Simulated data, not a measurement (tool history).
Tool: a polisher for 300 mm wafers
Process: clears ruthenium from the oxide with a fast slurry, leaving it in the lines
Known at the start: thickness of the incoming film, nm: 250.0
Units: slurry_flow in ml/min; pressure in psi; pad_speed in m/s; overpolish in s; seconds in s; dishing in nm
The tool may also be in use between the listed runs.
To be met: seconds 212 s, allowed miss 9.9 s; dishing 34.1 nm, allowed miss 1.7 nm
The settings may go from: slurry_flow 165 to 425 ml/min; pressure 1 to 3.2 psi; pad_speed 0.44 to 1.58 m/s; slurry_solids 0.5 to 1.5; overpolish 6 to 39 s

{"run": 1, "hour": 0.0, "slurry_flow": 275, "pressure": 2.1, "pad_speed": 1, "slurry_solids": 1, "overpolish": 20, "seconds": 78.382, "dishing": 51.595}
{"run": 2, "hour": 2.5, "slurry_flow": 275, "pressure": 1.8, "pad_speed": 0.86, "slurry_solids": 1, "overpolish": 23, "seconds": 105.97, "dishing": 44.228}
{"run": 3, "hour": 7.6, "slurry_flow": 275, "pressure": 1.8, "pad_speed": 0.72, "slurry_solids": 1, "overpolish": 23, "seconds": 123.72, "dishing": 38.454}
{"run": 4, "hour": 16.6, "slurry_flow": 275, "pressure": 1.8, "pad_speed": 0.72, "slurry_solids": 1, "overpolish": 17, "seconds": 125.73, "dishing": 29.016}
{"run": 5, "hour": 21.1, "slurry_flow": 275, "pressure": 1.8, "pad_speed": 0.86, "slurry_solids": 1, "overpolish": 17, "seconds": 104.25, "dishing": 32.832}
{"run": 6, "hour": 22.9, "slurry_flow": 275, "pressure": 1.8, "pad_speed": 1.08, "slurry_solids": 1, "overpolish": 17, "seconds": 84.705, "dishing": 40.744}
{"run": 7, "hour": 31.3, "slurry_flow": 275, "pressure": 1.6, "pad_speed": 0.94, "slurry_solids": 1, "overpolish": 22, "seconds": 111.76, "dishing": 42.203}
{"run": 8, "hour": 37.8, "slurry_flow": 275, "pressure": 1.4, "pad_speed": 0.86, "slurry_solids": 1, "overpolish": 24, "seconds": 134.33, "dishing": 37.368}
{"run": 9, "hour": 40.8, "slurry_flow": 275, "pressure": 1.3, "pad_speed": 0.8, "slurry_solids": 1, "overpolish": 26, "seconds": 155.29, "dishing": 36.326}
{"run": 10, "hour": 45.8, "slurry_flow": 275, "pressure": 1.2, "pad_speed": 0.76, "slurry_solids": 1, "overpolish": 27, "seconds": 176.12, "dishing": 32.304}
{"run": 11, "hour": 48.7, "slurry_flow": 270, "pressure": 1, "pad_speed": 0.72, "slurry_solids": 0.95, "overpolish": 34, "seconds": 228.53, "dishing": 32.109}

Which of these 5 next moves meets every target?
{"run": "A", "hour": 51.6, "slurry_flow": 275, "pressure": 1.1, "pad_speed": 0.64, "slurry_solids": 0.95, "overpolish": 37, "seconds": "?", "dishing": "?"}
{"run": "B", "hour": 51.6, "slurry_flow": 235, "pressure": 1.3, "pad_speed": 0.54, "slurry_solids": 0.95, "overpolish": 38, "seconds": "?", "dishing": "?"}
{"run": "C", "hour": 51.6, "slurry_flow": 245, "pressure": 1.3, "pad_speed": 0.52, "slurry_solids": 1, "overpolish": 37, "seconds": "?", "dishing": "?"}
{"run": "D", "hour": 51.6, "slurry_flow": 205, "pressure": 1, "pad_speed": 0.8, "slurry_solids": 0.85, "overpolish": 38, "seconds": "?", "dishing": "?"}
{"run": "E", "hour": 51.6, "slurry_flow": 245, "pressure": 1.3, "pad_speed": 0.74, "slurry_solids": 0.75, "overpolish": 34, "seconds": "?", "dishing": "?"}

move=A seconds=232.14 dishing=33.416
move=B seconds=234.99 dishing=33.872
move=C seconds=233.89 dishing=33.182
move=D seconds=232.66 dishing=34.189
move=E seconds=210.5 dishing=33.835
A: further off than the last run
B: further off than the last run
C: further off than the last run
D: further off than the last run
E: meets every target
Answer: E
